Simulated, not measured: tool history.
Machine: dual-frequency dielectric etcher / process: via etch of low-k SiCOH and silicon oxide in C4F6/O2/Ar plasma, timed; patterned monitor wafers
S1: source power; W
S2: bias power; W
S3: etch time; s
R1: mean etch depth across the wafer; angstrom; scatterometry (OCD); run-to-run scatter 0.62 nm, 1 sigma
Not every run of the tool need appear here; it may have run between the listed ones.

run	hour	S1	S2	S3	R1
1	0	240	187	62	1338.4
2	6.2	240	187	64.5	1391.5
3	7.4	240	156	64.5	1282.7
4	15.4	250	157	64.5	1301.7
5	18.2	250	157	62	1251
6	23.6	260	160	62	1275.9
7	24.3	270	163	62	1313.5
8	32.8	280	165	62	1333.8
9	36.6	280	165	62	1334.5
10	38.1	290	167	62	1344.6
11	43.6	290	170	62	1364.2

The next listed run, before its measurement:
12	46.1	290	172	62	?

Run 12 gave R1 1378 angstrom.
